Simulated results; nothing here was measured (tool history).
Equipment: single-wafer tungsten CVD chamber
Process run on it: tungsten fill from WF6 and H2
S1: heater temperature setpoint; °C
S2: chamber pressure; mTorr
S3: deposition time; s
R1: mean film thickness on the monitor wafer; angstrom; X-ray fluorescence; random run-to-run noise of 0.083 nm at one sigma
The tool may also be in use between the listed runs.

run  hour   S1     S2    S3      R1
  1   0.0  375  28600  26.8  380.29
  2   2.5  375  28600  26.8  380.47
  3   4.1  372  28600  26.8  358.79
  4   8.4  372  28600  26.8  359.48
  5  13.5  370  28600  26.8  345.22
  6  20.2  368  28600  26.8  332.39
  7  24.2  367  28600  26.8  324.57

Estimate the outcome of run 8 from the log above:
  8  32.4  366  28600  26.8   ?

R1: 318.75 angstrom
